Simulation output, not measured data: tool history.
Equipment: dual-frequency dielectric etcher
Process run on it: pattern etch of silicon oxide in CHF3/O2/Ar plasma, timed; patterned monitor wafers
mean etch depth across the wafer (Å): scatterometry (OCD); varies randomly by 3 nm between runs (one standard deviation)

| run | hour | source power (W) | bias power (W) | etch time (s) | mean etch depth across the wafer (Å) |
|---|---|---|---|---|---|
| 1 | 0.0 | 550 | 225 | 658.5 | 13238 |
| 2 | 7.1 | 550 | 265 | 658.5 | 14533 |
| 3 | 8.7 | 550 | 241 | 658.5 | 13778 |
| 4 | 12.9 | 510 | 229 | 658.5 | 13053 |
| 5 | 15.2 | 470 | 219 | 658.5 | 12336 |
| 6 | 16.1 | 470 | 198 | 658.5 | 11626 |

The next listed run, before its measurement:
| 7 | 19.6 | 450 | 197 | 658.5 | ? |

{"run 7": {"mean etch depth across the wafer (Å)": 11464}}
